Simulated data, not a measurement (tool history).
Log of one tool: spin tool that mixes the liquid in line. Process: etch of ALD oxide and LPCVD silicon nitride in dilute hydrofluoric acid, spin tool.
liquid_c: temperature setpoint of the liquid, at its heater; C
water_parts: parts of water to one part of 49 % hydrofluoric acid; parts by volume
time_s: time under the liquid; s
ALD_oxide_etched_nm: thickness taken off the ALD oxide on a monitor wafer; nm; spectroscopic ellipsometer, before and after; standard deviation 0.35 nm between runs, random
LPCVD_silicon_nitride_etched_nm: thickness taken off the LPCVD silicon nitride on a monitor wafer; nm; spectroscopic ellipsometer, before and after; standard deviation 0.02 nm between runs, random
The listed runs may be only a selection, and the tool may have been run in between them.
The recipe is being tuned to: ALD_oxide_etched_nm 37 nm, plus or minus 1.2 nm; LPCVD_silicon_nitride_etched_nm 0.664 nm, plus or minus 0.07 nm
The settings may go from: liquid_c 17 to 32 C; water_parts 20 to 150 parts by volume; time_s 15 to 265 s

run	day	liquid_c	water_parts	time_s	ALD_oxide_etched_nm	LPCVD_silicon_nitride_etched_nm
1	0	24	85	135	43.274	0.72759
2	0.354	24	90	135	41.203	0.74485
3	0.554	24	90	180	54.868	0.9667
4	0.804	24	90	225	68.261	1.2095
5	1.158	23	100	225	57.697	1.0829
6	1.25	19.5	100	225	49.87	0.83381
7	1.617	19.5	105	225	46.85	0.80314
8	1.712	19	110	225	43.902	0.73216
9	1.888	19	115	225	41.579	0.68819
10	2.138	19	120	225	39.575	0.63619
11	2.242	19	120	225	39.816	0.70556

Which one of the following 5 next-run settings gets every result inside its allowed miss? There is exactly one.
A	2.346	19.5	130	265	?	?
B	2.346	19.5	100	200	?	?
C	2.346	17	105	235	?	?
D	2.346	19.5	140	245	?	?
E	2.346	19	95	175	?	?

move	ALD_oxide_etched_nm	LPCVD_silicon_nitride_etched_nm
A	44.38	0.72693
B	44.975	0.70839
C	45.11	0.66807
D	37.702	0.62531
E	40.8	0.62964
A: moves away from the targets compared with the last run
B: moves away from the targets compared with the last run
C: moves away from the targets compared with the last run
D: every result lands within tolerance
E: moves away from the targets compared with the last run
Go with D: it meets all targets.
